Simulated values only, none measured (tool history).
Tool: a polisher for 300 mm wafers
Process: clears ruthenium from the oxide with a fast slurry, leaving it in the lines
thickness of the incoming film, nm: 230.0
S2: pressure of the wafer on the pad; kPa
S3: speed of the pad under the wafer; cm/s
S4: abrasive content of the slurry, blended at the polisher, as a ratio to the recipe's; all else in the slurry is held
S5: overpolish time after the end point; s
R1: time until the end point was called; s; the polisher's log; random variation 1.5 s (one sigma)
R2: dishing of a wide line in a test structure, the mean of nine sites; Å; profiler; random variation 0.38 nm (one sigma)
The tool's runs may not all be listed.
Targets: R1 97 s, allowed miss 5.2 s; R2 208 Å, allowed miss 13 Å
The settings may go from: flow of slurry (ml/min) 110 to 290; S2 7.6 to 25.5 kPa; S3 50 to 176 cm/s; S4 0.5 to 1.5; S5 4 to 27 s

Run 1, hour 0: flow of slurry (ml/min) 185, S2 16.5 kPa, S3 112 cm/s, S4 1, S5 14 s. Result: R1 63.149 s, R2 373.07 Å.
Run 2, hour 3.9: flow of slurry (ml/min) 185, S2 16.5 kPa, S3 112 cm/s, S4 1.1, S5 14 s. Result: R1 60.947 s, R2 390.62 Å.
Run 3, hour 8.9: flow of slurry (ml/min) 205, S2 16.5 kPa, S3 112 cm/s, S4 1.1, S5 14 s. Result: R1 59.071 s, R2 413.38 Å.
Run 4, hour 12: flow of slurry (ml/min) 205, S2 17.9 kPa, S3 112 cm/s, S4 1.1, S5 14 s. Result: R1 56.625 s, R2 420 Å.
Run 5, hour 13.6: flow of slurry (ml/min) 205, S2 21.4 kPa, S3 112 cm/s, S4 1.1, S5 14 s. Result: R1 49.34 s, R2 489.14 Å.
Run 6, hour 16.8: flow of slurry (ml/min) 205, S2 18.6 kPa, S3 108 cm/s, S4 1.1, S5 13 s. Result: R1 56.397 s, R2 383.91 Å.
Run 7, hour 17.7: flow of slurry (ml/min) 205, S2 16.5 kPa, S3 106 cm/s, S4 1.1, S5 13 s. Result: R1 61.335 s, R2 363.61 Å.
At hour 26: slurry nozzle cleaned.
Run 8, hour 26: flow of slurry (ml/min) 200, S2 14.5 kPa, S3 104 cm/s, S4 1.1, S5 13 s. Result: R1 69.156 s, R2 345.77 Å.

5 next moves are on the table. One of them brings every result within its allowed miss. Which?
Run A, hour 34.3: flow of slurry (ml/min) 195, S2 11.7 kPa, S3 78 cm/s, S4 1.05, S5 12 s. Result: R1 ?, R2 ?.
Run B, hour 34.3: flow of slurry (ml/min) 260, S2 13.8 kPa, S3 118 cm/s, S4 1.25, S5 18 s. Result: R1 ?, R2 ?.
Run C, hour 34.3: flow of slurry (ml/min) 150, S2 19.3 kPa, S3 66 cm/s, S4 1.2, S5 10 s. Result: R1 ?, R2 ?.
Run D, hour 34.3: flow of slurry (ml/min) 235, S2 11 kPa, S3 88 cm/s, S4 1.1, S5 11 s. Result: R1 ?, R2 ?.
Run E, hour 34.3: flow of slurry (ml/min) 190, S2 13.8 kPa, S3 88 cm/s, S4 0.85, S5 12 s. Result: R1 ?, R2 ?.

move      R1      R2
   A  105.67   206.8
   B  56.878  524.29
   C  84.771  214.37
   D  93.686  213.43
   E  95.203  228.19
A: brings the result that was furthest off to its target, and leaves another outside
B: further off than the last run
C: brings the result that was furthest off to its target, and leaves another outside
D: meets every target
E: nearer than the last run, and not there yet
Move D is the one to make.

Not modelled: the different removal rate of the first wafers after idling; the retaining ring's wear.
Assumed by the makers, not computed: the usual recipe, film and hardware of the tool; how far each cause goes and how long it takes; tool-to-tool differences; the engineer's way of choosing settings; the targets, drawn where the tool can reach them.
